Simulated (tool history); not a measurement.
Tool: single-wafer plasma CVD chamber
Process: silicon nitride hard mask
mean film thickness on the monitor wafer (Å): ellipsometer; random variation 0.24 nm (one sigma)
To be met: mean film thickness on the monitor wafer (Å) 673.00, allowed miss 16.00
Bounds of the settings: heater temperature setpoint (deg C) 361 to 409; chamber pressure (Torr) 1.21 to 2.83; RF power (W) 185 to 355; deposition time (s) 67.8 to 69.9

| run | hour | heater temperature setpoint (deg C) | chamber pressure (Torr) | RF power (W) | deposition time (s) | mean film thickness on the monitor wafer (Å) |
|---|---|---|---|---|---|---|
| 1 | 0.0 | 385 | 2.02 | 270 | 67.8 | 742.17 |
| 2 | 8.3 | 385 | 1.92 | 265 | 67.8 | 721.51 |
| 3 | 11.1 | 385 | 1.92 | 230 | 67.8 | 632.84 |
| 4 | 14.8 | 385 | 1.92 | 230 | 67.8 | 635.34 |
| 5 | 19.2 | 385 | 1.98 | 230 | 67.8 | 632.88 |
| 6 | 20.6 | 385 | 2.01 | 235 | 67.8 | 649.18 |
| 7 | 23.2 | 385 | 2.04 | 235 | 67.8 | 652.54 |
| 8 | 31.3 | 385 | 2.07 | 235 | 67.8 | 656.71 |

4 next moves are on the table. One of them brings every result within its allowed miss. Which?
| A | 39.4 | 395 | 1.95 | 225 | 68.3 | ? |
| B | 39.4 | 391 | 2.31 | 215 | 69.9 | ? |
| C | 39.4 | 379 | 2.13 | 235 | 69.6 | ? |
| D | 39.4 | 377 | 1.97 | 215 | 67.8 | ? |

| move | mean film thickness on the monitor wafer (Å) |
|---|---|
| A | 621.25 |
| B | 628.35 |
| C | 678.02 |
| D | 594.98 |
A: further off than the last run
B: further off than the last run
C: meets every target
D: further off than the last run
Move C is the one to make.
